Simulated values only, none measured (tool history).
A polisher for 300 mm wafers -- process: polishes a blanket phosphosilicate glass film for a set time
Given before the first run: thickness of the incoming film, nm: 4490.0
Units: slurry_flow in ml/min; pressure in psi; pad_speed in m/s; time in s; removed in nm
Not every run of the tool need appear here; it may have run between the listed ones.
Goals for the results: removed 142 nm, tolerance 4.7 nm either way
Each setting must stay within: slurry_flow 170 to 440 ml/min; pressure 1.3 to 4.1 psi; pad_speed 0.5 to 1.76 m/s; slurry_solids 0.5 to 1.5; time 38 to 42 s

Run 1, hour 0: slurry_flow 280 ml/min, pressure 2.7 psi, pad_speed 1.12 m/s, slurry_solids 1, time 42 s. Result: removed 315.49 nm.
Run 2, hour 1.1: slurry_flow 280 ml/min, pressure 2.5 psi, pad_speed 1.12 m/s, slurry_solids 1, time 42 s. Result: removed 292.4 nm.
Run 3, hour 5.8: slurry_flow 280 ml/min, pressure 2.5 psi, pad_speed 1.12 m/s, slurry_solids 1.2, time 42 s. Result: removed 315.59 nm.
Run 4, hour 10.6: slurry_flow 280 ml/min, pressure 2 psi, pad_speed 1.12 m/s, slurry_solids 1.2, time 42 s. Result: removed 254.75 nm.
Run 5, hour 18.8: slurry_flow 280 ml/min, pressure 2 psi, pad_speed 1.24 m/s, slurry_solids 1.2, time 42 s. Result: removed 277.79 nm.
Run 6, hour 27.1: slurry_flow 280 ml/min, pressure 1.8 psi, pad_speed 1.08 m/s, slurry_solids 1.2, time 42 s. Result: removed 228.21 nm.
Run 7, hour 31.8: slurry_flow 280 ml/min, pressure 1.6 psi, pad_speed 0.98 m/s, slurry_solids 1.2, time 42 s. Result: removed 190.5 nm.
Run 8, hour 32.6: slurry_flow 280 ml/min, pressure 1.5 psi, pad_speed 0.92 m/s, slurry_solids 1.2, time 42 s. Result: removed 174.36 nm.
Run 9, hour 36.5: slurry_flow 280 ml/min, pressure 1.4 psi, pad_speed 0.88 m/s, slurry_solids 1.2, time 42 s. Result: removed 158.68 nm.
Run 10, hour 44.5: slurry_flow 280 ml/min, pressure 1.4 psi, pad_speed 0.86 m/s, slurry_solids 1.2, time 42 s. Result: removed 154.6 nm.
Run 11, hour 47.6: slurry_flow 280 ml/min, pressure 1.4 psi, pad_speed 0.84 m/s, slurry_solids 1.2, time 42 s. Result: removed 148.53 nm.

4 candidate next runs follow, results not yet known. Just one meets every target within its allowed miss. Identify it.
Run A, hour 50.7: slurry_flow 195 ml/min, pressure 1.3 psi, pad_speed 1.06 m/s, slurry_solids 1.4, time 38 s. Result: removed ?.
Run B, hour 50.7: slurry_flow 225 ml/min, pressure 1.5 psi, pad_speed 0.88 m/s, slurry_solids 1.15, time 42 s. Result: removed ?.
Run C, hour 50.7: slurry_flow 230 ml/min, pressure 1.3 psi, pad_speed 0.94 m/s, slurry_solids 1.35, time 40 s. Result: removed ?.
Run D, hour 50.7: slurry_flow 290 ml/min, pressure 1.5 psi, pad_speed 0.78 m/s, slurry_solids 1.1, time 41 s. Result: removed ?.

move  removed
   A   160.16
   B   163.09
   C   154.67
   D   146.11
A: misses by more than the last run did
B: misses by more than the last run did
C: misses by more than the last run did
D: each result inside its tolerance
Answer: D
